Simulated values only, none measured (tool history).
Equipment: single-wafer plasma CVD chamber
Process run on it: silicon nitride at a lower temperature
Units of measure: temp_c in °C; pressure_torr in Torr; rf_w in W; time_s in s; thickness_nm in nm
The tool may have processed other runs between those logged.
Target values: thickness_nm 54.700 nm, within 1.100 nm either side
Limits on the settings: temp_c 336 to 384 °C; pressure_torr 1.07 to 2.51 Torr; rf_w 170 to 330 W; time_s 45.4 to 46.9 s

run	hour	temp_c	pressure_torr	rf_w	time_s	thickness_nm
1	0.0	360	1.79	250	45.4	49.921
2	6.8	360	1.85	250	45.4	50.140
3	9.1	360	2.07	250	45.4	51.575
4	9.7	360	2.07	250	46.9	53.270
5	17.9	360	2.07	250	46.9	53.461
6	23.6	360	2.07	225	46.9	47.723
7	28.1	360	2.11	230	46.9	49.192
8	30.3	360	2.14	235	46.9	50.902

Pick the move, out of 5, that brings all results within their allowed miss; only one does.
A	32.5	372	1.99	275	46.9	?
B	32.5	363	2.21	255	46.4	?
C	32.5	372	2.17	215	46.9	?
D	32.5	380	1.76	240	46.9	?
E	32.5	362	2.13	230	45.4	?

move	thickness_nm
A	56.745
B	54.106
C	46.075
D	48.455
E	47.684
A: the result that was furthest off in the last run now lies on the other side of its target
B: all results in spec
C: its largest miss is bigger than the last run's
D: its largest miss is bigger than the last run's
E: its largest miss is bigger than the last run's
B is the move that brings every result within its allowed miss.
